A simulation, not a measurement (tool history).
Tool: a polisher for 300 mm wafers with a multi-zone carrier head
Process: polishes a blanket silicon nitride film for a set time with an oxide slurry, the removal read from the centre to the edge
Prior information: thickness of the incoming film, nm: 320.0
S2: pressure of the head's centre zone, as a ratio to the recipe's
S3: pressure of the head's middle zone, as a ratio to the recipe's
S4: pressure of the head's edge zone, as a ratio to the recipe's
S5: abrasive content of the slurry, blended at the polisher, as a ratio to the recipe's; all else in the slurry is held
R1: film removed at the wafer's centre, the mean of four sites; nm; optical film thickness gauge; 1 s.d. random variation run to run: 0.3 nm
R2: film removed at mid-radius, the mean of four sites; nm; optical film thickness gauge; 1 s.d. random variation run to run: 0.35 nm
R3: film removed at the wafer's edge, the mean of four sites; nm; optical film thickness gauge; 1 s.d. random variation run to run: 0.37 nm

{"run": 1, "hour": 0.0, "flow of slurry (ml/min)": 265, "S2": 1.0, "S3": 1.0, "S4": 1.0, "S5": 1.0, "polishing time (s)": 82, "R1": 61.153, "R2": 60.53, "R3": 59.282}
{"run": 2, "hour": 3.4, "flow of slurry (ml/min)": 240, "S2": 1.0, "S3": 1.0, "S4": 1.0, "S5": 1.0, "polishing time (s)": 82, "R1": 58.712, "R2": 59.892, "R3": 59.381}
{"run": 3, "hour": 9.4, "flow of slurry (ml/min)": 260, "S2": 0.96, "S3": 1.0, "S4": 0.96, "S5": 0.85, "polishing time (s)": 80, "R1": 53.407, "R2": 55.645, "R3": 54.287}
{"run": 4, "hour": 13.5, "flow of slurry (ml/min)": 270, "S2": 0.94, "S3": 1.02, "S4": 0.93, "S5": 0.75, "polishing time (s)": 77, "R1": 48.736, "R2": 53.464, "R3": 50.244}
{"run": 5, "hour": 16.0, "flow of slurry (ml/min)": 270, "S2": 0.93, "S3": 1.03, "S4": 0.9, "S5": 0.7, "polishing time (s)": 75, "R1": 46.556, "R2": 50.211, "R3": 47.491}
{"run": 6, "hour": 19.3, "flow of slurry (ml/min)": 265, "S2": 0.92, "S3": 1.05, "S4": 0.88, "S5": 0.65, "polishing time (s)": 74, "R1": 44.184, "R2": 50.901, "R3": 45.666}
{"run": 7, "hour": 23.4, "flow of slurry (ml/min)": 250, "S2": 0.92, "S3": 1.05, "S4": 0.86, "S5": 0.6, "polishing time (s)": 74, "R1": 42.989, "R2": 48.575, "R3": 42.987}
{"run": 8, "hour": 27.9, "flow of slurry (ml/min)": 230, "S2": 0.91, "S3": 1.05, "S4": 0.86, "S5": 0.6, "polishing time (s)": 74, "R1": 42.032, "R2": 48.684, "R3": 43.997}

Run 9 has not been measured yet. What should we expect?
{"run": 9, "hour": 29.8, "flow of slurry (ml/min)": 225, "S2": 0.91, "S3": 1.05, "S4": 0.85, "S5": 0.55, "polishing time (s)": 74, "R1": "?", "R2": "?", "R3": "?"}

Run 9 yielded R1 41.077 nm, R2 46.971 nm, R3 42.018 nm.
